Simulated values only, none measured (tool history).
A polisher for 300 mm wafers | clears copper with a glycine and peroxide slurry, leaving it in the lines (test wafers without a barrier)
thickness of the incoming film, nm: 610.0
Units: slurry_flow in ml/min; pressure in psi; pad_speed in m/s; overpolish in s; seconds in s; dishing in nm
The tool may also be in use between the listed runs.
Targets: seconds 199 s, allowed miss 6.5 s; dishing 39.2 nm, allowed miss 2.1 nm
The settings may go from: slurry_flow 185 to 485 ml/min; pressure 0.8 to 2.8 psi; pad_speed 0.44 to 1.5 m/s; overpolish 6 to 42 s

{"run": 1, "hour": 0.0, "slurry_flow": 310, "pressure": 1.8, "pad_speed": 0.96, "overpolish": 21, "seconds": 158.8, "dishing": 42.448}
{"run": 2, "hour": 0.8, "slurry_flow": 310, "pressure": 1.7, "pad_speed": 0.96, "overpolish": 21, "seconds": 165.31, "dishing": 40.625}
{"run": 3, "hour": 7.6, "slurry_flow": 310, "pressure": 1.6, "pad_speed": 0.96, "overpolish": 22, "seconds": 172.29, "dishing": 42.009}
{"run": 4, "hour": 8.5, "slurry_flow": 310, "pressure": 1.5, "pad_speed": 0.96, "overpolish": 22, "seconds": 176.42, "dishing": 41.33}
{"run": 5, "hour": 16.0, "slurry_flow": 310, "pressure": 1.4, "pad_speed": 0.96, "overpolish": 22, "seconds": 184.46, "dishing": 39.252}
{"run": 6, "hour": 22.0, "slurry_flow": 310, "pressure": 1.4, "pad_speed": 0.72, "overpolish": 22, "seconds": 227.62, "dishing": 36.468}
{"run": 7, "hour": 25.0, "slurry_flow": 310, "pressure": 1.5, "pad_speed": 0.72, "overpolish": 22, "seconds": 216.74, "dishing": 37.017}
{"run": 8, "hour": 30.3, "slurry_flow": 310, "pressure": 1.6, "pad_speed": 0.72, "overpolish": 22, "seconds": 210.11, "dishing": 37.63}

4 next moves are on the table. One of them brings every result within its allowed miss. Which?
{"run": "A", "hour": 35.6, "slurry_flow": 320, "pressure": 1.5, "pad_speed": 0.6, "overpolish": 23, "seconds": "?", "dishing": "?"}
{"run": "B", "hour": 35.6, "slurry_flow": 330, "pressure": 1.1, "pad_speed": 0.84, "overpolish": 21, "seconds": "?", "dishing": "?"}
{"run": "C", "hour": 35.6, "slurry_flow": 270, "pressure": 1.7, "pad_speed": 0.82, "overpolish": 24, "seconds": "?", "dishing": "?"}
{"run": "D", "hour": 35.6, "slurry_flow": 315, "pressure": 1.2, "pad_speed": 0.96, "overpolish": 24, "seconds": "?", "dishing": "?"}

move=A seconds=237.96 dishing=35.562
move=B seconds=224.31 dishing=33.859
move=C seconds=184.17 dishing=41.47
move=D seconds=197.51 dishing=39.214
A: further off than the last run
B: further off than the last run
C: takes the result that was furthest off past its target
D: meets every target
The right move is D.
